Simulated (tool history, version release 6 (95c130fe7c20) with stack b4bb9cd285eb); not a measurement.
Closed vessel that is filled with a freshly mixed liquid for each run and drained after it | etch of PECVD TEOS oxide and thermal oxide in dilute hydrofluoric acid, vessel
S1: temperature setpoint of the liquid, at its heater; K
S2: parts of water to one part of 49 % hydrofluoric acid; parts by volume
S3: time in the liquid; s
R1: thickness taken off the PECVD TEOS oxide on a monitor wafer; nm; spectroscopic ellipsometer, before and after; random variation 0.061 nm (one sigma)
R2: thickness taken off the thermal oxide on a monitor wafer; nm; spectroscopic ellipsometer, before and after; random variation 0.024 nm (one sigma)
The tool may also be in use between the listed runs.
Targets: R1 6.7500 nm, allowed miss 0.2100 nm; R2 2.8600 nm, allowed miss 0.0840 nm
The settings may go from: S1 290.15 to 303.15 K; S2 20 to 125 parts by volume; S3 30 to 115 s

run,hour,S1,S2,S3,R1,R2
1,0.0,295.15,70,60,8.5121,3.6557
2,5.5,294.15,70,60,8.1577,3.4369
3,7.4,296.65,70,60,9.1214,3.8679
4,11.6,293.65,70,60,8.0179,3.4157
5,12.9,293.65,70,80,10.6580,4.5638
6,15.8,293.15,75,80,9.6608,4.0866
7,23.9,292.65,80,80,8.8464,3.7364
8,29.5,292.15,80,80,8.6734,3.6771
9,30.2,291.65,80,80,8.5546,3.6142
10,37.3,291.15,80,80,8.3128,3.5360
11,45.1,291.15,80,80,8.2894,3.5777
12,52.0,291.15,85,80,7.7139,3.2997
13,53.6,291.15,85,80,7.8076,3.2922
14,61.8,290.65,90,80,7.2802,2.9985
15,68.1,290.65,90,80,7.1074,2.9885

Which of these 5 next moves meets every target?
A,74.4,290.65,95,85,?,?
B,74.4,291.65,120,110,?,?
C,74.4,290.15,60,50,?,?
D,74.4,290.15,80,75,?,?
E,74.4,290.65,60,55,?,?

move,R1,R2
A,7.1538,3.0534
B,7.4422,3.1765
C,6.7740,2.8912
D,7.4567,3.1827
E,7.6138,3.2497
A: further off than the last run
B: further off than the last run
C: meets every target
D: further off than the last run
E: further off than the last run
Answer: C

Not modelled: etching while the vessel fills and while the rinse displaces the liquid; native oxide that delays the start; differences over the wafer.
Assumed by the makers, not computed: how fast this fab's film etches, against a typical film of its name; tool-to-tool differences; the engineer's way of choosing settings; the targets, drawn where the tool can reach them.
